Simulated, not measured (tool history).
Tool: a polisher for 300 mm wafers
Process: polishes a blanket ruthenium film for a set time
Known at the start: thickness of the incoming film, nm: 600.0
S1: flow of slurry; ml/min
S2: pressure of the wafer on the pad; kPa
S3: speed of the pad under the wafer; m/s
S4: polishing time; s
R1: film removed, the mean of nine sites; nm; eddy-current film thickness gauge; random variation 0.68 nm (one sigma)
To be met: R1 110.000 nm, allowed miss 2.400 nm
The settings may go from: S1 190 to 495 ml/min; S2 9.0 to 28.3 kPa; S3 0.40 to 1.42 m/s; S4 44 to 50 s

run  hour   S1    S2    S3  S4       R1
  1   0.0  320  18.6  0.90  50   71.926
  2   0.9  325  20.7  0.90  50   79.664
  3   6.1  325  22.1  0.90  50   85.288
  4  14.8  325  22.1  0.74  50   70.369
  5  22.0  325  22.1  0.60  50   57.376
  6  26.4  325  22.1  0.60  50   57.380
  7  31.2  350  26.9  0.86  50   98.785
  8  38.0  350  27.6  0.88  50  103.770

Which of these 4 next moves meets every target?
  A  44.8  345  28.3  0.94  49   ?
  B  44.8  335  27.6  0.84  50   ?
  C  44.8  340  27.6  0.82  50   ?
  D  44.8  345  28.3  0.80  50   ?

move       R1
   A  108.800
   B   96.973
   C   94.859
   D   94.958
A: meets every target
B: further off than the last run
C: further off than the last run
D: further off than the last run
Answer: A
